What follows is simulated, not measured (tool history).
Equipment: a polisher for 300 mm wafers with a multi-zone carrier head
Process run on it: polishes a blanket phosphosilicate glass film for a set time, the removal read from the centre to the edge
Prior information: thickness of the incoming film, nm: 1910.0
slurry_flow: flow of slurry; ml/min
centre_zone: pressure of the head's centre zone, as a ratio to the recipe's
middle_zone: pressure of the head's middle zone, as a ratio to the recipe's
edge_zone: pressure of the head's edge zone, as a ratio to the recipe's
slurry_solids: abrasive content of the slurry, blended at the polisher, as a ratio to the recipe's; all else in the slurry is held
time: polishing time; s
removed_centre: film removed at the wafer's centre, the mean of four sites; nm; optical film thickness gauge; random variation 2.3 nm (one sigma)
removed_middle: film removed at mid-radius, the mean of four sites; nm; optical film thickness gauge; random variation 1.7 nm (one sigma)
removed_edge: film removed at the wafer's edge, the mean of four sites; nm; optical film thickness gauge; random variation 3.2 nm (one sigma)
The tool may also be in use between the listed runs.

Run 1, hour 0.0: slurry_flow 300 ml/min, centre_zone 1.00, middle_zone 1.00, edge_zone 1.00, slurry_solids 1.00, time 30 s. Result: removed_centre 395.92 nm, removed_middle 388.08 nm, removed_edge 385.92 nm.
Run 2, hour 7.7: slurry_flow 300 ml/min, centre_zone 1.00, middle_zone 1.04, edge_zone 1.00, slurry_solids 1.00, time 30 s. Result: removed_centre 395.00 nm, removed_middle 400.12 nm, removed_edge 380.94 nm.
Run 3, hour 10.0: slurry_flow 300 ml/min, centre_zone 1.00, middle_zone 1.04, edge_zone 1.00, slurry_solids 1.00, time 33 s. Result: removed_centre 436.69 nm, removed_middle 444.05 nm, removed_edge 422.00 nm.
Run 4, hour 13.0: slurry_flow 365 ml/min, centre_zone 1.00, middle_zone 1.04, edge_zone 1.00, slurry_solids 1.00, time 33 s. Result: removed_centre 446.17 nm, removed_middle 453.87 nm, removed_edge 427.10 nm.
Run 5, hour 18.5: slurry_flow 365 ml/min, centre_zone 1.00, middle_zone 1.04, edge_zone 0.93, slurry_solids 1.00, time 33 s. Result: removed_centre 439.97 nm, removed_middle 452.41 nm, removed_edge 424.37 nm.
Run 6, hour 19.9: slurry_flow 365 ml/min, centre_zone 1.00, middle_zone 1.04, edge_zone 0.93, slurry_solids 1.10, time 33 s. Result: removed_centre 461.73 nm, removed_middle 470.18 nm, removed_edge 438.94 nm.
Run 7, hour 25.3: slurry_flow 360 ml/min, centre_zone 0.99, middle_zone 1.02, edge_zone 0.93, slurry_solids 1.00, time 32 s. Result: removed_centre 426.47 nm, removed_middle 430.14 nm, removed_edge 407.09 nm.
Run 8, hour 29.4: slurry_flow 350 ml/min, centre_zone 0.96, middle_zone 1.00, edge_zone 0.94, slurry_solids 0.95, time 31 s. Result: removed_centre 390.43 nm, removed_middle 399.87 nm, removed_edge 384.76 nm.
Run 9, hour 37.4: slurry_flow 340 ml/min, centre_zone 0.94, middle_zone 0.98, edge_zone 0.94, slurry_solids 0.90, time 30 s. Result: removed_centre 359.81 nm, removed_middle 367.68 nm, removed_edge 370.97 nm.
Run 10, hour 38.7: slurry_flow 335 ml/min, centre_zone 0.93, middle_zone 0.97, edge_zone 0.93, slurry_solids 0.85, time 29 s. Result: removed_centre 339.79 nm, removed_middle 348.04 nm, removed_edge 338.16 nm.
Run 11, hour 42.8: slurry_flow 330 ml/min, centre_zone 0.91, middle_zone 0.95, edge_zone 0.94, slurry_solids 0.80, time 28 s. Result: removed_centre 307.04 nm, removed_middle 322.81 nm, removed_edge 323.70 nm.
Run 12, hour 51.0: slurry_flow 325 ml/min, centre_zone 0.90, middle_zone 0.93, edge_zone 0.93, slurry_solids 0.75, time 28 s. Result: removed_centre 293.50 nm, removed_middle 307.83 nm, removed_edge 312.95 nm.
Run 13, hour 56.2: slurry_flow 320 ml/min, centre_zone 0.89, middle_zone 0.91, edge_zone 0.92, slurry_solids 0.70, time 28 s. Result: removed_centre 284.61 nm, removed_middle 290.10 nm, removed_edge 301.66 nm.
Run 14, hour 63.6: slurry_flow 315 ml/min, centre_zone 0.88, middle_zone 0.90, edge_zone 0.91, slurry_solids 0.65, time 28 s. Result: removed_centre 271.96 nm, removed_middle 277.32 nm, removed_edge 287.07 nm.
Run 15, hour 72.2: slurry_flow 305 ml/min, centre_zone 0.87, middle_zone 0.89, edge_zone 0.91, slurry_solids 0.65, time 28 s. Result: removed_centre 265.22 nm, removed_middle 274.79 nm, removed_edge 289.50 nm.
Run 16, hour 73.2: slurry_flow 295 ml/min, centre_zone 0.86, middle_zone 0.88, edge_zone 0.90, slurry_solids 0.65, time 28 s. Result: removed_centre 262.89 nm, removed_middle 270.34 nm, removed_edge 286.28 nm.
Run 17, hour 74.9: slurry_flow 285 ml/min, centre_zone 0.85, middle_zone 0.87, edge_zone 0.89, slurry_solids 0.65, time 28 s. Result: removed_centre 255.27 nm, removed_middle 262.85 nm, removed_edge 286.26 nm.
Run 18, hour 76.7: slurry_flow 280 ml/min, centre_zone 0.85, middle_zone 0.87, edge_zone 0.88, slurry_solids 0.65, time 28 s. Result: removed_centre 259.77 nm, removed_middle 266.63 nm, removed_edge 283.06 nm.

Estimate the outcome of run 19 from the log above:
Run 19, hour 81.1: slurry_flow 275 ml/min, centre_zone 0.84, middle_zone 0.86, edge_zone 0.88, slurry_solids 0.65, time 28 s. Result: removed_centre ?, removed_middle ?, removed_edge ?.

{"run 19": {"removed_centre": 252.08, "removed_middle": 266.72, "removed_edge": 281.73}}
